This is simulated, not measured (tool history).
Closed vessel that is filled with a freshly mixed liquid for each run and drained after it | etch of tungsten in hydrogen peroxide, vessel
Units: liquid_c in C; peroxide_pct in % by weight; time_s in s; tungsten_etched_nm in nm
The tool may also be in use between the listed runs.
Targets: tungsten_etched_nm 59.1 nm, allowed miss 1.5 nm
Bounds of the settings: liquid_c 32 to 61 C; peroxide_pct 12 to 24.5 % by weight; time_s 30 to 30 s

run	day	liquid_c	peroxide_pct	time_s	tungsten_etched_nm
1	0	45	16.5	30	31.525
2	0.383	45	16.5	30	31.582
3	0.704	49	16.5	30	41.127
4	0.925	51	16.5	30	45.481
5	1.171	51	16.5	30	45.52
6	1.271	51	19.5	30	50.55
7	1.629	52	19.5	30	52.844
8	1.704	52.5	19.5	30	54.45
9	2.075	53	19.5	30	55.184

Which of these 4 next moves meets every target?
A	2.446	53.5	18.5	30	?
B	2.446	55.5	18	30	?
C	2.446	53	19	30	?
D	2.446	53	21.5	30	?

move	tungsten_etched_nm
A	56.083
B	62.305
C	55.159
D	58.676
A: nearer than the last run, and not there yet
B: takes the result that was furthest off past its target
C: as far off as the last run
D: meets every target
Move D is the one to make.

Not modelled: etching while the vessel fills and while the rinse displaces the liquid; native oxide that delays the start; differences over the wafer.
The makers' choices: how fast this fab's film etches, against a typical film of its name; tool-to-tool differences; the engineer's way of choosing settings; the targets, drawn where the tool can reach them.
